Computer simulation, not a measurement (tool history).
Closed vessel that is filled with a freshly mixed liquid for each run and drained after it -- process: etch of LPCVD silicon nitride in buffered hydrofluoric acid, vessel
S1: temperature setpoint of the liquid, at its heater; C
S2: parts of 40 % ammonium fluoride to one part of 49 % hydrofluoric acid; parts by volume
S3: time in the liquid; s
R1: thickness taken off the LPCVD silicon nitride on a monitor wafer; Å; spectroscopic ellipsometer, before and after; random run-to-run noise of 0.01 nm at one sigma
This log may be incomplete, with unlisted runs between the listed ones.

| run | hour | S1 | S2 | S3 | R1 |
|---|---|---|---|---|---|
| 1 | 0.0 | 22.0 | 9.0 | 205 | 32.317 |
| 2 | 5.1 | 20.5 | 9.0 | 205 | 29.737 |
| 3 | 7.6 | 20.5 | 8.0 | 205 | 33.770 |
| 4 | 9.2 | 19.5 | 9.0 | 205 | 27.992 |
| 5 | 15.8 | 19.0 | 9.5 | 205 | 26.360 |
| 6 | 18.7 | 18.5 | 10.0 | 205 | 24.870 |
| 7 | 23.6 | 18.0 | 10.5 | 205 | 23.032 |
| 8 | 29.0 | 18.0 | 11.0 | 205 | 22.236 |

Predict the results of run 9:
| 9 | 34.8 | 18.0 | 11.5 | 205 | ? |

R1: 21.203 Å
